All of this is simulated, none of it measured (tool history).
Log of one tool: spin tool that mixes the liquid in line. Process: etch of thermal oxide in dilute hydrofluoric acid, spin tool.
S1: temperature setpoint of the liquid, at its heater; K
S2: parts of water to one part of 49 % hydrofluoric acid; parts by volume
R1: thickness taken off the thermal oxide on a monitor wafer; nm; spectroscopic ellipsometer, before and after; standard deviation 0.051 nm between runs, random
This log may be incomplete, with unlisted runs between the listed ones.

{"run": 1, "day": 0.0, "S1": 295.15, "S2": 80, "time under the liquid (s)": 145, "R1": 8.0806}
{"run": 2, "day": 0.117, "S1": 295.15, "S2": 100, "time under the liquid (s)": 145, "R1": 6.413}
{"run": 3, "day": 0.229, "S1": 295.15, "S2": 100, "time under the liquid (s)": 145, "R1": 6.2601}
{"run": 4, "day": 0.471, "S1": 295.15, "S2": 80, "time under the liquid (s)": 145, "R1": 8.1063}
{"run": 5, "day": 0.771, "S1": 293.65, "S2": 85, "time under the liquid (s)": 145, "R1": 7.1935}
{"run": 6, "day": 0.912, "S1": 293.65, "S2": 85, "time under the liquid (s)": 155, "R1": 7.6953}
{"run": 7, "day": 1.229, "S1": 293.65, "S2": 85, "time under the liquid (s)": 155, "R1": 7.7523}

Run 8 comes next. What will it give?
{"run": 8, "day": 1.325, "S1": 292.65, "S2": 90, "time under the liquid (s)": 155, "R1": "?"}

For run 8 the tool returned R1 6.8655 nm.
